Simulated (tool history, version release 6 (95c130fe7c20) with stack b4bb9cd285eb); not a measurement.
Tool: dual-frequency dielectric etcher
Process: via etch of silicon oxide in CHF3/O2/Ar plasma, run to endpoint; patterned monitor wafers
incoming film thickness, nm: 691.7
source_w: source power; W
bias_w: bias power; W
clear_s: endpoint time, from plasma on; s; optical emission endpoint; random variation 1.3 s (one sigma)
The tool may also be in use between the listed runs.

run 1 hour=0 | source_w=720 bias_w=119 | clear_s=346.71
run 2 hour=6 | source_w=720 bias_w=110 | clear_s=351.31
run 3 hour=13 | source_w=780 bias_w=113 | clear_s=337.91
run 4 hour=16.3 | source_w=780 bias_w=103 | clear_s=343.29
run 5 hour=25.1 | source_w=690 bias_w=103 | clear_s=360.18
run 6 hour=31.4 | source_w=630 bias_w=103 | clear_s=377.3
run 7 hour=37.8 | source_w=710 bias_w=106 | clear_s=358.93

Forecast run 8:
run 8 hour=39.3 | source_w=770 bias_w=108 | clear_s=?

{"run 8": {"clear_s": 345}}
